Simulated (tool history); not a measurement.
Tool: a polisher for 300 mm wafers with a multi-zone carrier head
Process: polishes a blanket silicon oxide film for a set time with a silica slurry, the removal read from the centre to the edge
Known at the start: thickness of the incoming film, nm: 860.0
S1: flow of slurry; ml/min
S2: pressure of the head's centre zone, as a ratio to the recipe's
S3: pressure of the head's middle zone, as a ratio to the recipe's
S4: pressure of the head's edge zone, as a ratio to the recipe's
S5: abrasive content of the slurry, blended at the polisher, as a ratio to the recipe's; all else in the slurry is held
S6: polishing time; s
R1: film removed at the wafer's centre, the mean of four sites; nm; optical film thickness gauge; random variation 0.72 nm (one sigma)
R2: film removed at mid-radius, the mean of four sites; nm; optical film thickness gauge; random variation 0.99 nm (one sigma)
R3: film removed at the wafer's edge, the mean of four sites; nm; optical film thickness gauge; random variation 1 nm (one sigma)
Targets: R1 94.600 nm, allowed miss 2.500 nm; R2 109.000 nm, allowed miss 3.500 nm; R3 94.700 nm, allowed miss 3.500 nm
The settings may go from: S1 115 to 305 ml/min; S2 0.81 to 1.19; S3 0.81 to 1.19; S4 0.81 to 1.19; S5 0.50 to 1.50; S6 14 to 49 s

run,hour,S1,S2,S3,S4,S5,S6,R1,R2,R3
1,0.0,195,1.00,1.00,1.00,1.00,31,86.635,89.016,87.283
2,6.4,195,1.00,1.00,1.05,1.00,31,86.471,88.364,89.868
3,13.6,195,1.00,1.00,1.05,0.90,31,83.201,85.246,85.910
4,16.2,195,1.00,1.00,1.11,0.90,31,82.091,85.474,89.356
5,20.6,215,1.02,1.05,1.11,0.90,31,86.180,91.462,88.163
6,26.1,180,1.02,1.05,1.11,0.90,31,83.195,87.959,88.618
7,35.0,200,1.02,1.08,1.13,0.95,31,85.563,91.598,92.017
8,35.7,220,1.02,1.11,1.12,0.95,31,87.246,97.125,93.260
9,44.7,220,1.02,1.11,1.12,0.95,31,88.053,97.478,90.657
10,47.4,220,1.02,1.11,1.12,0.95,31,88.454,96.530,91.301
11,53.5,235,1.02,1.13,1.13,0.95,31,88.233,99.087,92.466
12,61.2,245,1.03,1.15,1.13,0.95,31,89.700,101.990,92.882
13,68.5,245,1.03,1.15,1.13,0.95,31,90.045,102.220,91.043
14,71.4,255,1.03,1.16,1.14,0.95,31,90.697,104.030,94.125
15,73.9,265,1.03,1.17,1.14,0.95,31,90.190,104.700,92.978
16,75.1,270,1.04,1.18,1.14,0.95,31,91.343,105.360,95.364

Which of these 5 next moves meets every target?
A,76.3,265,0.91,1.10,1.19,0.95,33,?,?,?
B,76.3,215,1.04,1.18,1.05,0.85,35,?,?,?
C,76.3,300,0.90,1.16,1.13,0.95,33,?,?,?
D,76.3,255,1.10,1.17,1.03,1.05,31,?,?,?
E,76.3,275,1.13,1.10,1.11,1.10,29,?,?,?

move,R1,R2,R3
A,88.187,104.530,102.960
B,96.313,109.340,95.675
C,88.764,110.890,101.170
D,99.907,107.310,93.211
E,98.195,97.781,92.888
A: further off than the last run
B: meets every target
C: further off than the last run
D: takes the result that was furthest off past its target
E: takes the result that was furthest off past its target
Answer: B
